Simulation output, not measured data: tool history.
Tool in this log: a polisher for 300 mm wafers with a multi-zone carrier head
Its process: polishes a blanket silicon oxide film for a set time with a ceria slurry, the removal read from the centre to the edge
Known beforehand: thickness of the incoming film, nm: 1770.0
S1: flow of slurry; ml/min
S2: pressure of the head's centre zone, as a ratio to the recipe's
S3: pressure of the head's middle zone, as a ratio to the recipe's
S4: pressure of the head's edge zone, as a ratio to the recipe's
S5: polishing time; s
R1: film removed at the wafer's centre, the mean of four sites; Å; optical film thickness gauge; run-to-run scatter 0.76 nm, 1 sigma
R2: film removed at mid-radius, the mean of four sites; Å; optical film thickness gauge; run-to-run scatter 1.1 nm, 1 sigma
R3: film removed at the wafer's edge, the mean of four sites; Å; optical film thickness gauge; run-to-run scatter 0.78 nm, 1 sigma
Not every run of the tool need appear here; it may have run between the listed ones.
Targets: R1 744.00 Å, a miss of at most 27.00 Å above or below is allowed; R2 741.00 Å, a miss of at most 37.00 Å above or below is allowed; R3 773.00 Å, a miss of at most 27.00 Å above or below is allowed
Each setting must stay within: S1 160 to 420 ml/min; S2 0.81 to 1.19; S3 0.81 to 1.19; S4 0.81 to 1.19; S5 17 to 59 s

run,day,S1,S2,S3,S4,S5,R1,R2,R3
1,0.000,270,1.00,1.00,1.00,38,1414.70,1419.40,1406.60
2,0.271,265,0.98,0.97,0.98,33,1207.80,1202.20,1218.20
3,0.567,265,0.98,1.03,0.98,33,1217.40,1240.00,1215.30
4,0.721,260,0.96,1.01,0.96,29,1039.50,1041.00,1051.70
5,0.850,255,0.94,1.00,0.93,27,962.73,990.38,949.39
6,0.938,255,0.94,1.00,0.93,23,800.28,830.08,848.73
7,1.171,255,0.94,1.00,0.93,23,805.30,857.25,828.91
8,1.458,250,0.94,0.96,0.92,23,817.63,818.17,840.46
9,1.808,245,0.93,0.95,0.91,23,794.90,804.64,815.81
10,2.154,235,0.92,0.94,0.91,23,793.02,808.49,823.51
11,2.329,235,0.92,0.94,0.91,23,791.94,785.09,805.67
12,2.512,225,0.91,0.94,0.91,23,762.52,813.05,814.54
13,2.571,235,0.92,0.87,0.87,21,708.34,719.28,736.96
14,2.875,240,0.92,0.88,0.88,21,699.78,692.15,735.35

Consider the 4 candidate settings below. Which is the only one whose results all fall within their allowed miss of target?
A,3.179,215,0.81,0.96,0.81,22,?,?,?
B,3.179,285,0.96,0.82,0.93,19,?,?,?
C,3.179,205,0.93,0.89,0.87,22,?,?,?
D,3.179,315,0.98,0.81,1.06,19,?,?,?

move,R1,R2,R3
A,651.42,772.36,737.82
B,690.11,632.20,680.00
C,743.77,736.75,750.39
D,711.74,633.94,714.44
A: lands further from the targets than the last run did
B: lands further from the targets than the last run did
C: all results in spec
D: lands further from the targets than the last run did
The right move is C.

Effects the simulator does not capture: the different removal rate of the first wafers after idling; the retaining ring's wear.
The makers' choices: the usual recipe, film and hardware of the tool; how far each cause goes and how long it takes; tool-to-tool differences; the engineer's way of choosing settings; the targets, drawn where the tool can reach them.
